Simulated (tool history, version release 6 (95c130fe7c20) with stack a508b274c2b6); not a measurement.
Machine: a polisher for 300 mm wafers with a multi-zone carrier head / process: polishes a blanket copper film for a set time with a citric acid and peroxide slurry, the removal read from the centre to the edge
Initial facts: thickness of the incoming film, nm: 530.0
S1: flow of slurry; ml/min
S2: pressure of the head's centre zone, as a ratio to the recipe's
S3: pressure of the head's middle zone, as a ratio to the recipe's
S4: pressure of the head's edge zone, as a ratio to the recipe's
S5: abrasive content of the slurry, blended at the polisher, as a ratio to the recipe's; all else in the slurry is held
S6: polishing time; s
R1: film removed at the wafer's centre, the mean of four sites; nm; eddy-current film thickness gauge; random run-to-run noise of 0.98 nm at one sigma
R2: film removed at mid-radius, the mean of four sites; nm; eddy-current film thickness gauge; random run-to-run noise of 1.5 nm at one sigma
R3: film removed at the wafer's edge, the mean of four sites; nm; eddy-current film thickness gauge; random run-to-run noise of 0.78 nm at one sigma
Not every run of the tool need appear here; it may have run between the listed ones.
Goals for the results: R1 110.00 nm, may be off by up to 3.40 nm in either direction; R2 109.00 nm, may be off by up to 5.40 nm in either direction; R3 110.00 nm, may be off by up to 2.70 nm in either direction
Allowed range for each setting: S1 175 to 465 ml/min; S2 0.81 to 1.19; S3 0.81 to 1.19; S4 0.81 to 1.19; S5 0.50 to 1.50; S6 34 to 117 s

Run 1, day 0.000: S1 295 ml/min, S2 1.00, S3 1.00, S4 1.00, S5 1.00, S6 75 s. Result: R1 162.34 nm, R2 161.60 nm, R3 154.25 nm.
Run 2, day 0.142: S1 295 ml/min, S2 1.00, S3 1.06, S4 1.00, S5 1.00, S6 75 s. Result: R1 163.25 nm, R2 173.53 nm, R3 151.47 nm.
Run 3, day 0.425: S1 260 ml/min, S2 1.00, S3 1.06, S4 1.00, S5 1.00, S6 75 s. Result: R1 158.95 nm, R2 167.99 nm, R3 150.79 nm.
Run 4, day 0.754: S1 255 ml/min, S2 0.98, S3 1.03, S4 0.98, S5 0.90, S6 72 s. Result: R1 143.55 nm, R2 154.98 nm, R3 136.49 nm.
Run 5, day 0.888: S1 255 ml/min, S2 0.94, S3 1.03, S4 0.98, S5 0.90, S6 72 s. Result: R1 139.04 nm, R2 151.98 nm, R3 138.46 nm.
Run 6, day 0.979: S1 255 ml/min, S2 0.94, S3 1.03, S4 1.01, S5 0.90, S6 72 s. Result: R1 136.78 nm, R2 153.65 nm, R3 140.29 nm.
Run 7, day 1.162: S1 250 ml/min, S2 0.93, S3 0.98, S4 0.98, S5 0.80, S6 71 s. Result: R1 129.83 nm, R2 135.69 nm, R3 130.11 nm.
At day 1.429: edge zone pressure recalibrated.
Run 8, day 1.429: S1 240 ml/min, S2 0.91, S3 0.96, S4 0.95, S5 0.75, S6 71 s. Result: R1 125.87 nm, R2 132.25 nm, R3 131.47 nm.
Run 9, day 1.638: S1 240 ml/min, S2 0.92, S3 0.95, S4 0.95, S5 0.70, S6 69 s. Result: R1 118.03 nm, R2 125.09 nm, R3 125.43 nm.
Run 10, day 1.846: S1 235 ml/min, S2 0.94, S3 0.94, S4 0.93, S5 0.65, S6 68 s. Result: R1 116.67 nm, R2 115.61 nm, R3 119.33 nm.
Run 11, day 2.083: S1 230 ml/min, S2 0.94, S3 0.94, S4 0.91, S5 0.60, S6 68 s. Result: R1 110.54 nm, R2 112.31 nm, R3 114.42 nm.

Below are 5 possible settings for the next run. Only one of them brings all results inside the allowed miss of their targets. Which is it?
Run A, day 2.321: S1 225 ml/min, S2 0.89, S3 0.81, S4 0.95, S5 0.50, S6 79 s. Result: R1 ?, R2 ?, R3 ?.
Run B, day 2.321: S1 205 ml/min, S2 0.96, S3 0.94, S4 0.89, S5 0.65, S6 66 s. Result: R1 ?, R2 ?, R3 ?.
Run C, day 2.321: S1 240 ml/min, S2 0.92, S3 0.84, S4 0.90, S5 0.50, S6 77 s. Result: R1 ?, R2 ?, R3 ?.
Run D, day 2.321: S1 220 ml/min, S2 0.90, S3 0.92, S4 0.90, S5 0.60, S6 72 s. Result: R1 ?, R2 ?, R3 ?.
Run E, day 2.321: S1 340 ml/min, S2 0.96, S3 0.92, S4 0.96, S5 0.55, S6 69 s. Result: R1 ?, R2 ?, R3 ?.

move      R1      R2      R3
   A  109.32  107.88  122.62
   B  109.33  113.10  110.56
   C  111.35  109.34  117.33
   D  109.50  118.63  118.32
   E  114.21  115.22  116.98
A: the biggest miss grows against the last run
B: meets every target
C: the biggest miss grows against the last run
D: the biggest miss grows against the last run
E: the biggest miss grows against the last run
Move B is the one to make.

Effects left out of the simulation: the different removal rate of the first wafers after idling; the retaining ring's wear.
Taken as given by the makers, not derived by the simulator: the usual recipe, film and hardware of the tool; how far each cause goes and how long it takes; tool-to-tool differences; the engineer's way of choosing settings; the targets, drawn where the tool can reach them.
